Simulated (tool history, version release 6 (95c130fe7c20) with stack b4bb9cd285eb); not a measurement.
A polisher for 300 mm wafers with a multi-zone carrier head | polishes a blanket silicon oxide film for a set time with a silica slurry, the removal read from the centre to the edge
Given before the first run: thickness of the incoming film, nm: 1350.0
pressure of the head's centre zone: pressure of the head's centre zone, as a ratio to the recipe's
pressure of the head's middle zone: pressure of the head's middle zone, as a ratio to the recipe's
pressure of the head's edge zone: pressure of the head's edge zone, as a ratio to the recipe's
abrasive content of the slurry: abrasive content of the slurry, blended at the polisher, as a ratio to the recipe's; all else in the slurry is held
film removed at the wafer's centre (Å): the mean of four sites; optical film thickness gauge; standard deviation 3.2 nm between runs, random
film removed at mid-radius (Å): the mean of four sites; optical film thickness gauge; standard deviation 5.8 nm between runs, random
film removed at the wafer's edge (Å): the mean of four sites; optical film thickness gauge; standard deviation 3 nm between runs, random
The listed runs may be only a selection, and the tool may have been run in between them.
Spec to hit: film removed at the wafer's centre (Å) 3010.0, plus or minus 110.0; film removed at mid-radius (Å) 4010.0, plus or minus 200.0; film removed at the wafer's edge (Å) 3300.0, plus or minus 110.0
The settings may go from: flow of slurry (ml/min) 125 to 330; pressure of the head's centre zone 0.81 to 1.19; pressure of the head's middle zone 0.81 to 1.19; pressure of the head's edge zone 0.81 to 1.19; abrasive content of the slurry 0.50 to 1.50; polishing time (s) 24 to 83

run	hour	flow of slurry (ml/min)	pressure of the head's centre zone	pressure of the head's middle zone	pressure of the head's edge zone	abrasive content of the slurry	polishing time (s)	film removed at the wafer's centre (Å)	film removed at mid-radius (Å)	film removed at the wafer's edge (Å)
1	0.0	210	1.00	1.00	1.00	1.00	53	2088.6	2126.9	2120.6
2	1.2	210	1.00	1.00	1.00	1.00	42	1637.0	1723.3	1662.5
3	7.4	170	1.00	1.00	1.00	1.00	42	1590.7	1645.9	1598.7
4	8.0	170	0.94	1.00	1.00	1.00	42	1466.5	1699.3	1611.5
5	15.1	215	0.94	1.00	1.00	1.00	42	1524.4	1695.1	1650.2
6	19.1	185	0.94	1.00	1.00	1.00	42	1515.2	1688.1	1638.5
7	20.2	190	0.93	1.04	0.99	1.10	47	1756.3	1989.6	1912.6
8	23.7	250	0.83	1.14	0.89	1.35	62	2300.2	3131.8	2601.4

Exactly one of the 5 candidate moves below puts every result within its allowed miss. Which one?
A	27.2	240	0.86	1.08	0.95	1.35	70	?	?	?
B	27.2	210	1.01	1.10	0.93	1.20	75	?	?	?
C	27.2	180	0.81	1.05	0.91	1.50	77	?	?	?
D	27.2	275	0.86	1.13	0.91	1.50	73	?	?	?
E	27.2	280	1.11	0.99	0.82	1.35	58	?	?	?

move	film removed at the wafer's centre (Å)	film removed at mid-radius (Å)	film removed at the wafer's edge (Å)
A	2669.4	3456.7	3100.0
B	3152.7	3542.5	3114.5
C	2726.2	3676.3	3352.5
D	2936.3	3944.8	3324.2
E	2902.9	2707.0	2449.9
A: closer than the last run, but not yet in spec
B: the result that was furthest off in the last run now lies on the other side of its target
C: closer than the last run, but not yet in spec
D: in spec on every target
E: brings the result that was furthest off to its target, and leaves another outside
So the answer is move D, the one that meets all the targets.
